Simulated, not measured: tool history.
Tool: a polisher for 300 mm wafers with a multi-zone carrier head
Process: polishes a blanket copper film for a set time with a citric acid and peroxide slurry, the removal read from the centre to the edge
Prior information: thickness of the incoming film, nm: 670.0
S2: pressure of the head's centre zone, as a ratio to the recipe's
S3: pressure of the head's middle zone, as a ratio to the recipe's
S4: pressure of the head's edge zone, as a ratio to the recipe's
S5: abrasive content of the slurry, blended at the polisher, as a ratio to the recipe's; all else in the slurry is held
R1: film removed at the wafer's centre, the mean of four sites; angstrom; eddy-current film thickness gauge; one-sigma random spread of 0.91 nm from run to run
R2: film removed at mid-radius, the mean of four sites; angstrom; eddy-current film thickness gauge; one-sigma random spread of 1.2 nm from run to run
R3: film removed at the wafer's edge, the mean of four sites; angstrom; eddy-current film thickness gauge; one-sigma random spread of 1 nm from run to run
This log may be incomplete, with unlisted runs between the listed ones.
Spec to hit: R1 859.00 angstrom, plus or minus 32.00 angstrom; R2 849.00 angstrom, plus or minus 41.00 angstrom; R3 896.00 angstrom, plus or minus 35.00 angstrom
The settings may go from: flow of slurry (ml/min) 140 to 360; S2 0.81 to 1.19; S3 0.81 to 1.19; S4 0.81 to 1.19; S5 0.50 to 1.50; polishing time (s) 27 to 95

run 1 hour=0.0 | flow_of_slurry_(ml/min)=230 S2=1.00 S3=1.00 S4=1.00 S5=1.00 polishing_time_(s)=61 | R1=1571.80 R2=1525.70 R3=1523.30
run 2 hour=7.3 | flow_of_slurry_(ml/min)=230 S2=1.00 S3=1.00 S4=1.00 S5=0.80 polishing_time_(s)=61 | R1=1483.80 R2=1441.00 R3=1407.10
run 3 hour=11.0 | flow_of_slurry_(ml/min)=230 S2=1.00 S3=1.00 S4=1.00 S5=0.80 polishing_time_(s)=70 | R1=1695.90 R2=1697.30 R3=1636.50
run 4 hour=17.2 | flow_of_slurry_(ml/min)=220 S2=0.96 S3=0.97 S4=0.98 S5=0.70 polishing_time_(s)=63 | R1=1416.40 R2=1403.90 R3=1401.30
run 5 hour=19.2 | flow_of_slurry_(ml/min)=220 S2=0.96 S3=0.97 S4=0.98 S5=0.70 polishing_time_(s)=51 | R1=1148.40 R2=1153.90 R3=1116.60
run 6 hour=24.9 | flow_of_slurry_(ml/min)=275 S2=0.96 S3=0.97 S4=0.98 S5=0.70 polishing_time_(s)=51 | R1=1159.30 R2=1173.70 R3=1163.80
run 7 hour=28.5 | flow_of_slurry_(ml/min)=270 S2=0.94 S3=0.94 S4=0.96 S5=0.65 polishing_time_(s)=49 | R1=1082.40 R2=1103.00 R3=1085.50
run 8 hour=34.2 | flow_of_slurry_(ml/min)=265 S2=0.93 S3=0.91 S4=0.96 S5=0.60 polishing_time_(s)=47 | R1=992.91 R2=980.55 R3=998.26
run 9 hour=38.6 | flow_of_slurry_(ml/min)=255 S2=0.91 S3=0.89 S4=0.95 S5=0.60 polishing_time_(s)=47 | R1=988.10 R2=985.92 R3=979.51
run 10 hour=47.3 | flow_of_slurry_(ml/min)=255 S2=0.91 S3=0.89 S4=0.95 S5=0.60 polishing_time_(s)=47 | R1=959.02 R2=978.94 R3=977.36

Below are 4 possible settings for the next run. Only one of them brings all results inside the allowed miss of their targets. Which is it?
run A hour=56.0 | flow_of_slurry_(ml/min)=255 S2=0.94 S3=0.81 S4=1.05 S5=0.60 polishing_time_(s)=40 | R1=? R2=? R3=?
run B hour=56.0 | flow_of_slurry_(ml/min)=190 S2=1.06 S3=0.82 S4=0.90 S5=0.50 polishing_time_(s)=44 | R1=? R2=? R3=?
run C hour=56.0 | flow_of_slurry_(ml/min)=290 S2=1.11 S3=0.81 S4=0.97 S5=0.65 polishing_time_(s)=36 | R1=? R2=? R3=?
run D hour=56.0 | flow_of_slurry_(ml/min)=225 S2=0.96 S3=0.95 S4=1.09 S5=0.75 polishing_time_(s)=37 | R1=? R2=? R3=?

move=A R1=850.11 R2=800.24 R3=909.77
move=B R1=955.91 R2=806.62 R3=855.60
move=C R1=939.67 R2=746.34 R3=814.26
move=D R1=837.73 R2=849.74 R3=897.67
A: moves the result that the last run missed by most past its target, out the other side
B: moves the result that the last run missed by most past its target, out the other side
C: moves the result that the last run missed by most past its target, out the other side
D: in spec on every target
D meets every target.
